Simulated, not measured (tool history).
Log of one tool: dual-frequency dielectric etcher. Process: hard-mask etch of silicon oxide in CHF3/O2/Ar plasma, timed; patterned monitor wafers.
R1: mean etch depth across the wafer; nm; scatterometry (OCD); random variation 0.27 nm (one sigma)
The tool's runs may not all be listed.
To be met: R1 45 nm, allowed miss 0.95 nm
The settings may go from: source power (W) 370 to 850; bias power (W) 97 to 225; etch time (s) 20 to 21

{"run": 1, "hour": 0.0, "source power (W)": 610, "bias power (W)": 161, "etch time (s)": 20, "R1": 39.857}
{"run": 2, "hour": 2.6, "source power (W)": 520, "bias power (W)": 161, "etch time (s)": 20, "R1": 37.24}
{"run": 3, "hour": 8.8, "source power (W)": 540, "bias power (W)": 162, "etch time (s)": 20, "R1": 38.807}
{"run": 4, "hour": 11.6, "source power (W)": 560, "bias power (W)": 164, "etch time (s)": 20, "R1": 39.071}
{"run": 5, "hour": 14.0, "source power (W)": 580, "bias power (W)": 165, "etch time (s)": 20, "R1": 39.767}
{"run": 6, "hour": 16.1, "source power (W)": 580, "bias power (W)": 180, "etch time (s)": 20, "R1": 41.085}
{"run": 7, "hour": 20.9, "source power (W)": 590, "bias power (W)": 181, "etch time (s)": 20, "R1": 41.532}
{"hour": 28.0, "done": "bias power generator calibrated"}
{"run": 8, "hour": 28.0, "source power (W)": 600, "bias power (W)": 182, "etch time (s)": 20, "R1": 41.41}

5 next moves are on the table. One of them brings every result within its allowed miss. Which?
{"run": "A", "hour": 35.1, "source power (W)": 550, "bias power (W)": 172, "etch time (s)": 20, "R1": "?"}
{"run": "B", "hour": 35.1, "source power (W)": 680, "bias power (W)": 165, "etch time (s)": 20, "R1": "?"}
{"run": "C", "hour": 35.1, "source power (W)": 630, "bias power (W)": 175, "etch time (s)": 20.5, "R1": "?"}
{"run": "D", "hour": 35.1, "source power (W)": 560, "bias power (W)": 194, "etch time (s)": 20, "R1": "?"}
{"run": "E", "hour": 35.1, "source power (W)": 630, "bias power (W)": 205, "etch time (s)": 20.5, "R1": "?"}

move=A R1=39.495
move=B R1=41.747
move=C R1=42.748
move=D R1=41.9
move=E R1=45.802
A: further off than the last run
B: nearer than the last run, and not there yet
C: nearer than the last run, and not there yet
D: nearer than the last run, and not there yet
E: meets every target
The right move is E.

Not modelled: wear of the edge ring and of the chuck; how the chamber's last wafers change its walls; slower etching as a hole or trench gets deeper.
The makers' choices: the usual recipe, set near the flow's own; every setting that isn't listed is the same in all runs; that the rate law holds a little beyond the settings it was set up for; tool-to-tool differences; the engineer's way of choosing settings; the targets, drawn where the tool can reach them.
